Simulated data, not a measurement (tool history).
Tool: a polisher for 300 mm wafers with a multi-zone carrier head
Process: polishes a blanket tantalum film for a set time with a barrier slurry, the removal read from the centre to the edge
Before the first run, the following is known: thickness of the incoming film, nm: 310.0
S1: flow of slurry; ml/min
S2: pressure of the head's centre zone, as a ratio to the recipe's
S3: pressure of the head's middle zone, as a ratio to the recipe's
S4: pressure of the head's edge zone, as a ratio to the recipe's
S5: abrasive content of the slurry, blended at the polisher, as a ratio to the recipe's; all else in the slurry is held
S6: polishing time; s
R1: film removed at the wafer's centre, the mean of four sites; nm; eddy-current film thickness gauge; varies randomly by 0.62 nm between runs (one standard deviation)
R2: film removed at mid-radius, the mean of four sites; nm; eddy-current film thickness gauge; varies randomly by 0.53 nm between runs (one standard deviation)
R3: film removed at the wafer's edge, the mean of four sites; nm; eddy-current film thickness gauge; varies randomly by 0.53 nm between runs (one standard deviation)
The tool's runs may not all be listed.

run  hour   S1    S2    S3    S4    S5  S6      R1      R2      R3
  1     0  250     1     1     1     1  48  56.304  63.432  64.143
  2   7.5  260  1.02  0.98  1.04   1.1  48  60.414  64.388  67.804
  3  10.8  260  1.02  0.98  1.04   1.1  60  74.603  80.946  84.381
  4  13.3  250  1.03  0.95  1.05   1.1  60  75.657  78.749  85.261
  5  14.3  240  1.03  0.93  1.05   1.1  60  75.151  77.849  84.863
  6  15.5  240  1.03  0.93  1.05   1.1  70  87.848  89.104   97.89
  7  18.7  225  1.03  0.91  1.05  1.05  70  86.214  86.469  96.487
     20.9  -- centre zone pressure recalibrated
  8  20.9  215  1.03  0.89  1.05     1  70  93.913  83.559  94.477
  9  26.7  215  0.99  0.88  1.06     1  69  87.769  79.797  94.145

Run 10, settings as shown, results not yet in. Your forecast:
 10  33.9  175  0.92  0.81  0.96  0.8  69   ?   ?   ?

{"run 10": {"R1": 72.64, "R2": 68.307, "R3": 80.704}}

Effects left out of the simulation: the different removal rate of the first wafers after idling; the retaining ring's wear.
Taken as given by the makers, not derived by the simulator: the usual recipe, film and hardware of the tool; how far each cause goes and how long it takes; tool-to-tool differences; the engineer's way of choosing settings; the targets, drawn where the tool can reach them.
